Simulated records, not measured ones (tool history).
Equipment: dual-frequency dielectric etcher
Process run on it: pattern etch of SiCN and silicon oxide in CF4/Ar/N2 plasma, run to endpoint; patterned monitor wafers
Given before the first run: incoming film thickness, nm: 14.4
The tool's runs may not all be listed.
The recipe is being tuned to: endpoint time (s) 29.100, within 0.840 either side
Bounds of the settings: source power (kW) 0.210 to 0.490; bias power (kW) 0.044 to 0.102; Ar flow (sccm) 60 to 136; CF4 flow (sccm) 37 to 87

run,hour,source power (kW),bias power (kW),Ar flow (sccm),CF4 flow (sccm),endpoint time (s)
1,0.0,0.350,0.073,98,62,20.620
2,8.8,0.350,0.086,98,62,19.801
3,9.6,0.350,0.086,87,62,19.422
4,15.3,0.320,0.084,89,61,20.916
5,18.4,0.320,0.084,89,69,20.454
6,25.5,0.340,0.084,89,69,19.651
7,32.9,0.310,0.081,92,67,21.494
8,34.5,0.290,0.079,94,66,22.760

Below are 4 possible settings for the next run. Only one of them brings all results inside the allowed miss of their targets. Which is it?
A,36.1,0.360,0.078,107,71,?
B,36.1,0.330,0.081,104,62,?
C,36.1,0.210,0.077,91,63,?
D,36.1,0.330,0.081,91,67,?

move,endpoint time (s)
A,19.446
B,21.155
C,29.372
D,20.424
A: misses by more than the last run did
B: misses by more than the last run did
C: every result lands within tolerance
D: misses by more than the last run did
Go with C: it meets all targets.

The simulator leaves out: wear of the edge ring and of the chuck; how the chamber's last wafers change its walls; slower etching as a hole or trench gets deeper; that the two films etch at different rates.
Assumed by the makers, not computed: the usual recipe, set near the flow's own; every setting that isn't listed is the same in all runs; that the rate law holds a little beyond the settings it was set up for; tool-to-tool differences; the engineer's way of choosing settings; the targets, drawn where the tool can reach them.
